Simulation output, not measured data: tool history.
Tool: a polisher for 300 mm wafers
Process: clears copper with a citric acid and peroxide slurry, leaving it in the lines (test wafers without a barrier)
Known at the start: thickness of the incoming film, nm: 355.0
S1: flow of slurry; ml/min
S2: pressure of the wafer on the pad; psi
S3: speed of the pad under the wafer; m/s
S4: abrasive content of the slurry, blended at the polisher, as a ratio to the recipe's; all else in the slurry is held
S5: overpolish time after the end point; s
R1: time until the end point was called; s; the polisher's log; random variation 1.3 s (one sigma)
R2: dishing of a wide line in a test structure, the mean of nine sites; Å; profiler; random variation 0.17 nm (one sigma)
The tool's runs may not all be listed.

run	hour	S1	S2	S3	S4	S5	R1	R2
1	0.0	175	4.2	1.36	1.00	9	79.281	235.63
2	1.3	175	4.2	1.36	0.85	9	80.970	228.37
3	7.9	175	3.2	1.36	0.85	9	104.320	188.36
4	17.0	175	3.2	1.36	0.85	6	105.100	136.79
5	25.4	175	3.3	1.36	0.85	6	100.800	141.11
6	30.2	175	3.3	1.36	0.70	6	106.070	134.03
7	37.7	175	3.3	1.36	0.70	6	105.790	136.49

Run 8 comes next. What will it give?
8	45.0	175	3.4	1.36	0.70	6	?	?

R1: 101.670 s
R2: 137.14 Å

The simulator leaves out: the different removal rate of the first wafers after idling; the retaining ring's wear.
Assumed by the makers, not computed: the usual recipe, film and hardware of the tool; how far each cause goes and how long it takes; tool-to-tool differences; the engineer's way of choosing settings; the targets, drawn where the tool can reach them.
